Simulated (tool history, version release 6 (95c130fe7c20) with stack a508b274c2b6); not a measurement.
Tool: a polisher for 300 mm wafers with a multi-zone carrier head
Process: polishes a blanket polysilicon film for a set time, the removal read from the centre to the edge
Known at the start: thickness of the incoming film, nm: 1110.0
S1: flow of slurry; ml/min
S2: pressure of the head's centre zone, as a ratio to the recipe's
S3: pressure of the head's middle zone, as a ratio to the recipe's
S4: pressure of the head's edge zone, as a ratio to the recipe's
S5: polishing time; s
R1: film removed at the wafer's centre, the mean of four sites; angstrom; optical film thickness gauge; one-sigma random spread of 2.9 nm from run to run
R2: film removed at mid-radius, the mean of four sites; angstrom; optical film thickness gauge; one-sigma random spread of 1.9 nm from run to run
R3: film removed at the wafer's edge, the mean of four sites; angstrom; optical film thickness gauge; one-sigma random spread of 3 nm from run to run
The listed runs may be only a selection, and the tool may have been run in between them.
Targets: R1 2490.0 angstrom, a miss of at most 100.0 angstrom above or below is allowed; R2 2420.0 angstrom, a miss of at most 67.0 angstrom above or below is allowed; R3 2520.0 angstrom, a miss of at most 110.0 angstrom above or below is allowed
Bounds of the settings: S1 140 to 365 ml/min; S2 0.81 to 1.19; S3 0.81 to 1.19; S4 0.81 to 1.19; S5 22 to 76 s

run,hour,S1,S2,S3,S4,S5,R1,R2,R3
1,0.0,235,1.00,1.00,1.00,49,2985.3,3004.4,3044.8
2,1.8,230,0.99,0.98,0.97,48,2999.1,2893.6,2955.9
3,8.9,225,0.97,0.97,0.96,47,2880.2,2745.4,2829.6
4,12.3,220,0.94,0.97,0.95,47,2727.5,2778.9,2792.9
5,18.4,220,1.01,0.97,0.95,47,2886.2,2769.8,2811.2
6,23.1,210,0.99,0.96,0.94,47,2849.3,2734.3,2805.5
7,29.7,205,0.97,0.95,0.93,47,2833.1,2696.3,2733.0
8,31.2,180,0.87,0.87,0.93,45,2325.6,2364.3,2693.6

Exercise: of the 4 proposed moves below, exactly one satisfies all targets within the stated allowed misses. Which move is it?
A,32.7,185,0.95,0.94,0.95,43,?,?,?
B,32.7,160,0.84,0.89,0.95,45,?,?,?
C,32.7,175,0.81,0.89,0.95,43,?,?,?
D,32.7,195,0.97,0.86,0.87,43,?,?,?

move,R1,R2,R3
A,2469.1,2457.7,2513.0
B,2242.6,2421.4,2601.8
C,2088.0,2336.5,2503.9
D,2535.3,2295.1,2462.9
A: each result inside its tolerance
B: further off than the last run
C: further off than the last run
D: meets the target for the result that was furthest off, but another lies outside its allowed miss
So the answer is move A, the one that meets all the targets.

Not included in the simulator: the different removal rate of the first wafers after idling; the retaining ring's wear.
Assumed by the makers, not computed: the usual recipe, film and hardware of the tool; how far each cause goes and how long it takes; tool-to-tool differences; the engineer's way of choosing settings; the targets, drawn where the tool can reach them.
